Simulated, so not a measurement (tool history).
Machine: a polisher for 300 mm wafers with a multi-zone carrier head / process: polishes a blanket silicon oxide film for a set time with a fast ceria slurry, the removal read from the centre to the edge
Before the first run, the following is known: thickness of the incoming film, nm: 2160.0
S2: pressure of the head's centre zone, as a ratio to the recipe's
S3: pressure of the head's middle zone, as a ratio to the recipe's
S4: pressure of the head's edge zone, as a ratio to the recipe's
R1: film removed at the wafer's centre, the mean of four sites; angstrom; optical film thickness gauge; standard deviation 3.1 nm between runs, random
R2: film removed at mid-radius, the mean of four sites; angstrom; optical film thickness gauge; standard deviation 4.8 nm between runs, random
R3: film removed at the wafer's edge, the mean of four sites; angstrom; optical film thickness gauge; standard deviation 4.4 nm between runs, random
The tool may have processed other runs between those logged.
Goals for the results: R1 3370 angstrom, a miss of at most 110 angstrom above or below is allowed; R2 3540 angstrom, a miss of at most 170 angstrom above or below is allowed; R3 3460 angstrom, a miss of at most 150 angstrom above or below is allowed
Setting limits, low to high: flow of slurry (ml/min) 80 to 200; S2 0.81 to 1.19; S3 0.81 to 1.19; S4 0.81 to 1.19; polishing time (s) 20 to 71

{"run": 1, "day": 0.0, "flow of slurry (ml/min)": 130, "S2": 1, "S3": 1, "S4": 1, "polishing time (s)": 45, "R1": 4663.5, "R2": 4977.7, "R3": 4661.7}
{"run": 2, "day": 0.262, "flow of slurry (ml/min)": 160, "S2": 1, "S3": 1, "S4": 1, "polishing time (s)": 45, "R1": 4889.5, "R2": 4943.5, "R3": 4567.2}
{"run": 3, "day": 0.608, "flow of slurry (ml/min)": 160, "S2": 1, "S3": 1.08, "S4": 1, "polishing time (s)": 45, "R1": 4857.9, "R2": 5348.4, "R3": 4626.4}
{"run": 4, "day": 0.983, "flow of slurry (ml/min)": 160, "S2": 1, "S3": 1.08, "S4": 1.07, "polishing time (s)": 45, "R1": 4780, "R2": 5299.6, "R3": 4851.9}
{"run": 5, "day": 1.321, "flow of slurry (ml/min)": 160, "S2": 1, "S3": 1.08, "S4": 1.03, "polishing time (s)": 45, "R1": 4836.3, "R2": 5489.5, "R3": 4629.8}
{"run": 6, "day": 1.567, "flow of slurry (ml/min)": 160, "S2": 1, "S3": 1.08, "S4": 0.95, "polishing time (s)": 45, "R1": 4842.2, "R2": 5352.6, "R3": 4546.7}
{"run": 7, "day": 1.696, "flow of slurry (ml/min)": 160, "S2": 1, "S3": 1.08, "S4": 0.95, "polishing time (s)": 45, "R1": 4842.8, "R2": 5334.5, "R3": 4688.8}
{"run": 8, "day": 1.912, "flow of slurry (ml/min)": 165, "S2": 0.98, "S3": 1.05, "S4": 0.95, "polishing time (s)": 42, "R1": 4411.4, "R2": 4919.4, "R3": 4287.3}
{"run": 9, "day": 2.033, "flow of slurry (ml/min)": 165, "S2": 0.97, "S3": 1.01, "S4": 0.95, "polishing time (s)": 40, "R1": 4215.2, "R2": 4560.7, "R3": 4060.6}

Which single option among these 4 for the next run brings every result within its allowed miss of target? Just one does.
{"run": "A", "day": 2.154, "flow of slurry (ml/min)": 155, "S2": 1.05, "S3": 0.91, "S4": 0.99, "polishing time (s)": 33, "R1": "?", "R2": "?", "R3": "?"}
{"run": "B", "day": 2.154, "flow of slurry (ml/min)": 150, "S2": 0.96, "S3": 0.97, "S4": 1.02, "polishing time (s)": 33, "R1": "?", "R2": "?", "R3": "?"}
{"run": "C", "day": 2.154, "flow of slurry (ml/min)": 170, "S2": 0.97, "S3": 0.99, "S4": 0.93, "polishing time (s)": 37, "R1": "?", "R2": "?", "R3": "?"}
{"run": "D", "day": 2.154, "flow of slurry (ml/min)": 165, "S2": 1.04, "S3": 1.1, "S4": 0.89, "polishing time (s)": 35, "R1": "?", "R2": "?", "R3": "?"}

move=A R1=3631.2 R2=3328.2 R3=3421.8
move=B R1=3356.6 R2=3495.7 R3=3457.4
move=C R1=3871.1 R2=4057.2 R3=3754.8
move=D R1=3863.5 R2=4179.4 R3=3465.4
A: an improvement on the last run, though not all results are within tolerance
B: meets every target
C: an improvement on the last run, though not all results are within tolerance
D: an improvement on the last run, though not all results are within tolerance
Move B is the one to make.
